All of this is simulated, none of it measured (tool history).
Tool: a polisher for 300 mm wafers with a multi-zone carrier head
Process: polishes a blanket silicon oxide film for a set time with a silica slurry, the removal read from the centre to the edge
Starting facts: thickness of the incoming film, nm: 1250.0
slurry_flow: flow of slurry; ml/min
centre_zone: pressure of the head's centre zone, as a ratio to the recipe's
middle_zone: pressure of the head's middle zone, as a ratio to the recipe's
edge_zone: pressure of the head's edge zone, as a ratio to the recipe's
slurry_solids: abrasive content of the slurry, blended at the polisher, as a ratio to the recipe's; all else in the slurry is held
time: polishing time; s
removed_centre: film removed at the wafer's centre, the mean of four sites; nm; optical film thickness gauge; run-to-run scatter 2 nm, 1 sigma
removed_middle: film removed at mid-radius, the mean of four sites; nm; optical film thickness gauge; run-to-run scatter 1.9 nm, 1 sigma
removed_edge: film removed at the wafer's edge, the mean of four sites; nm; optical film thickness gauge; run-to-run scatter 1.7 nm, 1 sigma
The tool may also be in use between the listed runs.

run,day,slurry_flow,centre_zone,middle_zone,edge_zone,slurry_solids,time,removed_centre,removed_middle,removed_edge
1,0.000,270,1.00,1.00,1.00,1.00,63,146.14,139.44,142.04
2,0.271,275,1.00,1.02,1.03,1.10,63,154.62,150.45,150.86
3,0.538,275,0.99,1.03,1.05,1.15,63,152.29,153.95,157.31
4,0.583,275,0.95,1.03,1.05,1.15,63,148.72,153.35,157.11
5,0.833,280,0.97,1.05,1.07,1.20,63,150.89,158.49,163.02
6,1.167,285,0.99,1.07,1.08,1.25,63,160.88,167.77,165.39
7,1.292,290,0.99,1.08,1.09,1.30,63,161.11,171.42,171.10
8,1.642,295,1.00,1.09,1.10,1.35,63,170.42,176.30,174.75

For run 9, what comes out?
9,1.879,310,0.97,1.15,1.18,1.50,66,?,?,?

{"run 9": {"removed_centre": 182.01, "removed_middle": 201.67, "removed_edge": 197.99}}
